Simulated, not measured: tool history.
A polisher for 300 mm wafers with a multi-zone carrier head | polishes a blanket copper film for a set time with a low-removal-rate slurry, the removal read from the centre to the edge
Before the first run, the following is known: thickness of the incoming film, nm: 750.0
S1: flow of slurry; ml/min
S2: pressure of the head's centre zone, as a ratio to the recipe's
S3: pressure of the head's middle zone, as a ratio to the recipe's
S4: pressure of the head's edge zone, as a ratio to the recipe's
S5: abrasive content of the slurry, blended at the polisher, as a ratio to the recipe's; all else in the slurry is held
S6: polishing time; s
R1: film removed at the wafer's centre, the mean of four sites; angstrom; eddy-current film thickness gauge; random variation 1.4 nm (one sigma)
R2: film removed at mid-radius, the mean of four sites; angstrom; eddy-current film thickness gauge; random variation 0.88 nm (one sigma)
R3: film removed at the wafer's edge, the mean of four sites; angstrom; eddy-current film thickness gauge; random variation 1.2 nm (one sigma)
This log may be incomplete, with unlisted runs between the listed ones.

run 1 hour=0 | S1=190 S2=1 S3=1 S4=1 S5=1 S6=56 | R1=1643.8 R2=1600 R3=1632
run 2 hour=1.2 | S1=185 S2=1 S3=0.97 S4=0.98 S5=0.9 S6=54 | R1=1465.2 R2=1463.8 R3=1496.5
run 3 hour=6.8 | S1=205 S2=1 S3=0.97 S4=0.98 S5=0.9 S6=54 | R1=1549.5 R2=1467.3 R3=1511.9
run 4 hour=13.8 | S1=245 S2=1 S3=0.97 S4=0.98 S5=0.9 S6=54 | R1=1577.6 R2=1503.9 R3=1549.5
run 5 hour=20.5 | S1=240 S2=1.01 S3=0.94 S4=0.97 S5=0.85 S6=52 | R1=1460.3 R2=1389.6 R3=1463.6
run 6 hour=27 | S1=240 S2=1.04 S3=0.92 S4=0.96 S5=0.8 S6=51 | R1=1465.7 R2=1318.3 R3=1378.8
run 7 hour=35.3 | S1=235 S2=1.05 S3=0.9 S4=0.97 S5=0.75 S6=50 | R1=1455.1 R2=1250.8 R3=1338.4
run 8 hour=40.6 | S1=230 S2=1.05 S3=0.88 S4=0.97 S5=0.7 S6=49 | R1=1371.1 R2=1179.9 R3=1325.5
run 9 hour=46.3 | S1=225 S2=1.06 S3=0.87 S4=0.95 S5=0.65 S6=49 | R1=1364 R2=1123 R3=1262.8
run 10 hour=53.3 | S1=215 S2=1.05 S3=0.86 S4=0.93 S5=0.65 S6=49 | R1=1342.6 R2=1125.3 R3=1243.3
run 11 hour=57.6 | S1=215 S2=1.05 S3=0.86 S4=0.93 S5=0.65 S6=49 | R1=1326.2 R2=1124.7 R3=1235.2

Run 12 has not been measured yet. What should we expect?
run 12 hour=59.8 | S1=215 S2=1.05 S3=0.86 S4=0.93 S5=0.65 S6=49 | R1=? R2=? R3=?

Run 12 yielded R1 1316.2 angstrom, R2 1127 angstrom, R3 1259 angstrom.
